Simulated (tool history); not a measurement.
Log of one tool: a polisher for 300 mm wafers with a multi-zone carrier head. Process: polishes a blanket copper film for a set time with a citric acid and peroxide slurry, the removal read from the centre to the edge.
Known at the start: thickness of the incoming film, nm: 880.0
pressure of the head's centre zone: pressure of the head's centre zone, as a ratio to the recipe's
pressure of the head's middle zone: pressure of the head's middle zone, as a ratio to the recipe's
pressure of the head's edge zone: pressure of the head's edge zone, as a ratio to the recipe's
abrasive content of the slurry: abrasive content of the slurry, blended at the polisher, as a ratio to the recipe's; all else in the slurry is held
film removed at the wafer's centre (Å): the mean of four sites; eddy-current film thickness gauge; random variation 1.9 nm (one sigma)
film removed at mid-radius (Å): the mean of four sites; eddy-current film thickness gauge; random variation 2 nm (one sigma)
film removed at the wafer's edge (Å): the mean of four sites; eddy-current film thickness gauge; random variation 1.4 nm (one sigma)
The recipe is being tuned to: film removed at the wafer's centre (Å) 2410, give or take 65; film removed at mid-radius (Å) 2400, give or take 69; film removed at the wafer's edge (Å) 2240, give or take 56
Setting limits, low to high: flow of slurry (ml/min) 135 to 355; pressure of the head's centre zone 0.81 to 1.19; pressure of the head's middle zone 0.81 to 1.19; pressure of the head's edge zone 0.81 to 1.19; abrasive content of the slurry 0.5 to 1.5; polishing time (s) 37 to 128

| run | hour | flow of slurry (ml/min) | pressure of the head's centre zone | pressure of the head's middle zone | pressure of the head's edge zone | abrasive content of the slurry | polishing time (s) | film removed at the wafer's centre (Å) | film removed at mid-radius (Å) | film removed at the wafer's edge (Å) |
|---|---|---|---|---|---|---|---|---|---|---|
| 1 | 0 | 225 | 1 | 1 | 1 | 1 | 82 | 1668.7 | 1679.8 | 1671.1 |
| 2 | 1.7 | 235 | 1.02 | 1.02 | 1.02 | 1.05 | 83 | 1723.9 | 1739.6 | 1721.6 |
| 3 | 7.9 | 235 | 1.02 | 1.02 | 1.02 | 1.15 | 83 | 1725.9 | 1790.9 | 1749.5 |
| 4 | 10.6 | 235 | 0.95 | 1.02 | 1.02 | 1.15 | 83 | 1634.7 | 1815.4 | 1752.4 |
| 5 | 19.5 | 245 | 0.98 | 1.03 | 1.03 | 1.2 | 85 | 1742.7 | 1858.6 | 1816.6 |
| 6 | 22 | 245 | 0.98 | 0.96 | 1.03 | 1.2 | 85 | 1717 | 1784.9 | 1845.5 |
| 7 | 27.7 | 250 | 1 | 0.98 | 1.04 | 1.25 | 86 | 1828.5 | 1823.7 | 1860 |
| 8 | 33.9 | 255 | 1.01 | 1 | 1.05 | 1.3 | 88 | 1882.8 | 1910.3 | 1921.1 |
| 9 | 37.6 | 260 | 1.02 | 1.02 | 1.06 | 1.35 | 90 | 1950.5 | 2008.6 | 2013 |
| 10 | 46 | 265 | 1.04 | 1.04 | 1.07 | 1.35 | 91 | 2055.4 | 2069.5 | 2032.9 |
| 11 | 48.4 | 270 | 1.05 | 1.05 | 1.08 | 1.35 | 92 | 2084.4 | 2107 | 2060.1 |

Below are 4 possible settings for the next run. Only one of them brings all results inside the allowed miss of their targets. Which is it?
| A | 50.8 | 280 | 1.03 | 1.1 | 1.07 | 1.3 | 101 | ? | ? | ? |
| B | 50.8 | 215 | 1.08 | 0.96 | 1.13 | 1.2 | 108 | ? | ? | ? |
| C | 50.8 | 355 | 1.11 | 1.11 | 1.1 | 1.3 | 99 | ? | ? | ? |
| D | 50.8 | 275 | 1.17 | 1.18 | 1.05 | 1.4 | 95 | ? | ? | ? |

| move | film removed at the wafer's centre (Å) | film removed at mid-radius (Å) | film removed at the wafer's edge (Å) |
|---|---|---|---|
| A | 2233 | 2428.3 | 2228.7 |
| B | 2394.4 | 2243.5 | 2356.5 |
| C | 2416.3 | 2447.5 | 2242.9 |
| D | 2410.4 | 2434.6 | 2099.6 |
A: nearer than the last run, and not there yet
B: the worst result of the last run now meets its target, but another is out of spec
C: all results in spec
D: the worst result of the last run now meets its target, but another is out of spec
Move C is the one to make.
